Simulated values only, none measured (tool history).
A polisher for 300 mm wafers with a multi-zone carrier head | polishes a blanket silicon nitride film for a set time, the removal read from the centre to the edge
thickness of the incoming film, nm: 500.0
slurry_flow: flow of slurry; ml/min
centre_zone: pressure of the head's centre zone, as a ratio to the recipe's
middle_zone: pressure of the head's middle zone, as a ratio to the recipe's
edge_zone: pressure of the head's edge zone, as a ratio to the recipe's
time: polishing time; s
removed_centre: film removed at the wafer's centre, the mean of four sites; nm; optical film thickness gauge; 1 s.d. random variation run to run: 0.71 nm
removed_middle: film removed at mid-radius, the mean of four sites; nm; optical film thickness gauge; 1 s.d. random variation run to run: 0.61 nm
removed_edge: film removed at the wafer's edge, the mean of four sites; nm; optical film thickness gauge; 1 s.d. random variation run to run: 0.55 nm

run  hour  slurry_flow  centre_zone  middle_zone  edge_zone  time  removed_centre  removed_middle  removed_edge
  1     0          310            1            1          1    33           93.92          92.614        96.155
  2   1.7          235            1            1          1    33          91.531          89.812         93.39
  3  10.2          225         0.96         0.95       1.01    31          82.071          82.581        88.733
  4  17.4          225         0.96         0.95       1.09    31          81.756          83.695        92.536
  5  21.3          225         0.96         0.95       1.09    36          95.981          97.005         107.7
  6  23.8          220         0.95         0.91        1.1    32          83.326          81.529        95.114

The next listed run, before its measurement:
  7  30.4          220         0.93         0.89       1.09    30               ?               ?             ?

Run 7 gave removed_centre 76.526 nm, removed_middle 74.134 nm, removed_edge 89.86 nm.

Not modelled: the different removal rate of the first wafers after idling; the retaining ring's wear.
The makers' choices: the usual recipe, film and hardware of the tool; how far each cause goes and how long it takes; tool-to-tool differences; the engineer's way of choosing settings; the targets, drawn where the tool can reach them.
